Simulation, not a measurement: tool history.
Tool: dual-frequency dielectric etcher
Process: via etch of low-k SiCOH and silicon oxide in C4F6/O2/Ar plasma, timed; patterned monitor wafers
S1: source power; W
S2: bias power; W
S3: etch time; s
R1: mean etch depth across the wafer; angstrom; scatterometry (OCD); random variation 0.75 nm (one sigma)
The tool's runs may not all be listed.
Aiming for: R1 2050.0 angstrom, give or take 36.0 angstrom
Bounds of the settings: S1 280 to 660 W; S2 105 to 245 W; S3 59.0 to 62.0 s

run    day   S1   S2    S3      R1
  1  0.000  470  175  59.0  1778.7
  2  0.125  510  177  59.0  1867.4
  3  0.279  510  147  59.0  1791.6
  4  0.317  510  147  62.0  1883.1
  5  0.508  510  147  59.0  1789.6
  6  0.538  460  147  59.0  1707.7
     0.708  -- source power generator calibrated
  7  0.708  460  147  59.0  1679.3
  8  0.992  500  149  59.0  1758.5
  9  1.283  540  151  59.0  1828.5
 10  1.567  540  151  59.0  1826.6
 11  1.796  570  155  59.0  1896.4
 12  2.092  570  155  59.0  1904.1

Consider the 5 candidate settings below. Which is the only one whose results all fall within their allowed miss of target?
  A  2.388  460  164  60.5   ?
  B  2.388  570  153  60.0   ?
  C  2.388  640  148  61.0   ?
  D  2.388  500  139  60.0   ?
  E  2.388  560  162  60.0   ?

move      R1
   A  1756.8
   B  1928.0
   C  2066.9
   D  1766.7
   E  1931.6
A: the biggest miss grows against the last run
B: closes in on the targets versus the last run, not all within tolerance yet
C: in spec on every target
D: the biggest miss grows against the last run
E: closes in on the targets versus the last run, not all within tolerance yet
C is the move that brings every result within its allowed miss.
